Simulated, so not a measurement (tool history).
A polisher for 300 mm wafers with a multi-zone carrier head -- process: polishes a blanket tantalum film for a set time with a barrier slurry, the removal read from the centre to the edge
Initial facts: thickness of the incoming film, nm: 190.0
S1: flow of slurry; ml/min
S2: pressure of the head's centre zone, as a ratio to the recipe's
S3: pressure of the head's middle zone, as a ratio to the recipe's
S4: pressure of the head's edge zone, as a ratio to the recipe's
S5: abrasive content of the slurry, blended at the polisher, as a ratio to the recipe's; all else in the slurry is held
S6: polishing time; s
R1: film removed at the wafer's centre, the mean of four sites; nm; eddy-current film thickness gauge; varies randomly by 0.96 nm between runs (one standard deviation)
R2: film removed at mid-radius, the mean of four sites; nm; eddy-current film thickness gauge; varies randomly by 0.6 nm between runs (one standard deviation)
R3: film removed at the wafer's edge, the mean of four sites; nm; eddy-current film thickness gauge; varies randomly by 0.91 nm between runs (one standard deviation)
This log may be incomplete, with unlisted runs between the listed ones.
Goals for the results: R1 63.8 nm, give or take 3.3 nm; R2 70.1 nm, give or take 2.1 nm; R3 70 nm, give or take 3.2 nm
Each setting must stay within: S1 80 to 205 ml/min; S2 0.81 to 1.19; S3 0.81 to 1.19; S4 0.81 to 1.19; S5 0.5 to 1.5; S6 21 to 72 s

run 1 hour=0 | S1=135 S2=1 S3=1 S4=1 S5=1 S6=46 | R1=56.502 R2=56.892 R3=56.836
run 2 hour=3.3 | S1=135 S2=1 S3=0.95 S4=1 S5=1 S6=46 | R1=56.987 R2=54.737 R3=54.348
run 3 hour=6.4 | S1=140 S2=1 S3=0.97 S4=1.01 S5=1 S6=46 | R1=55.991 R2=55.223 R3=54.656
run 4 hour=15.3 | S1=135 S2=1 S3=0.99 S4=1.01 S5=1.05 S6=46 | R1=57.556 R2=57.199 R3=56.957
run 5 hour=20.7 | S1=135 S2=1 S3=0.99 S4=1.01 S5=0.9 S6=46 | R1=53.282 R2=53.472 R3=51.915
run 6 hour=25.3 | S1=155 S2=1 S3=0.99 S4=1.01 S5=0.9 S6=46 | R1=55.266 R2=54.076 R3=54.22
run 7 hour=26.9 | S1=155 S2=1 S3=1.01 S4=1.01 S5=0.95 S6=46 | R1=56.175 R2=57.08 R3=55.396
run 8 hour=27.7 | S1=155 S2=1 S3=1.02 S4=1.03 S5=1 S6=46 | R1=57.371 R2=59.413 R3=55.771
run 9 hour=34.1 | S1=160 S2=0.9 S3=0.92 S4=1.13 S5=1.25 S6=52 | R1=65.154 R2=66.222 R3=73.191
run 10 hour=35.4 | S1=160 S2=0.9 S3=0.93 S4=1.12 S5=1.25 S6=52 | R1=64.2 R2=67.644 R3=71.97
run 11 hour=42.5 | S1=160 S2=0.9 S3=0.93 S4=1.11 S5=1.25 S6=52 | R1=65.376 R2=67.43 R3=71.619

Which one of the following 4 next-run settings gets every result inside its allowed miss? There is exactly one.
run A hour=49.6 | S1=175 S2=0.88 S3=0.96 S4=1.11 S5=1.35 S6=46 | R1=? R2=? R3=?
run B hour=49.6 | S1=145 S2=0.92 S3=1 S4=1.1 S5=1.3 S6=51 | R1=? R2=? R3=?
run C hour=49.6 | S1=90 S2=1.03 S3=0.87 S4=1.15 S5=1.25 S6=55 | R1=? R2=? R3=?
run D hour=49.6 | S1=170 S2=0.88 S3=0.93 S4=1.16 S5=1.2 S6=55 | R1=? R2=? R3=?

move=A R1=58.458 R2=62.93 R3=66.851
move=B R1=64.913 R2=69.299 R3=71.611
move=C R1=70.418 R2=61.748 R3=74.152
move=D R1=67.28 R2=70.801 R3=78.867
A: moves away from the targets compared with the last run
B: all results in spec
C: moves away from the targets compared with the last run
D: meets the target for the result that was furthest off, but another lies outside its allowed miss
Move B is the one to make.
